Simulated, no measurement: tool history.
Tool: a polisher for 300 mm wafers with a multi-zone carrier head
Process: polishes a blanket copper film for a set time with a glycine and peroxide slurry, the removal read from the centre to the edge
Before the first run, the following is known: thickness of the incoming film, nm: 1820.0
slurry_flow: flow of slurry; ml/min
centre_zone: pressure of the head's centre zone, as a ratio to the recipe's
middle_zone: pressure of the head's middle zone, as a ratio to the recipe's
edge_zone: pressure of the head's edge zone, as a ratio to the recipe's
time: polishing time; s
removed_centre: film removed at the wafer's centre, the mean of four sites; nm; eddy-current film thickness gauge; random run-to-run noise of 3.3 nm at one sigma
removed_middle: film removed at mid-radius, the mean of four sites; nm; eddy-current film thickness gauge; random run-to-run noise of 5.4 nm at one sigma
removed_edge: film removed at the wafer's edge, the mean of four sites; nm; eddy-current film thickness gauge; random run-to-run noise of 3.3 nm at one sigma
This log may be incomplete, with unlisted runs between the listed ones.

run  hour  slurry_flow  centre_zone  middle_zone  edge_zone  time  removed_centre  removed_middle  removed_edge
  1   0.0          225         1.00         1.00       1.00    69          402.85          403.59        406.11
  2   6.0          220         0.99         1.00       1.00    69          396.77          395.66        403.90
  3  14.5          220         1.04         1.00       1.00    69          417.31          394.08        397.90
  4  17.1          220         0.97         1.00       1.00    69          396.21          400.32        403.81
  5  21.0          220         0.97         0.97       1.00    69          387.08          396.25        409.85
  6  28.8          220         0.97         0.97       1.06    69          389.77          389.77        412.99
  7  29.4          185         0.88         0.99       1.02    65          318.16          354.07        376.33

The next listed run, before its measurement:
  8  31.0          190         0.88         0.99       1.02    65               ?               ?             ?

{"run 8": {"removed_centre": 321.95, "removed_middle": 354.08, "removed_edge": 378.18}}

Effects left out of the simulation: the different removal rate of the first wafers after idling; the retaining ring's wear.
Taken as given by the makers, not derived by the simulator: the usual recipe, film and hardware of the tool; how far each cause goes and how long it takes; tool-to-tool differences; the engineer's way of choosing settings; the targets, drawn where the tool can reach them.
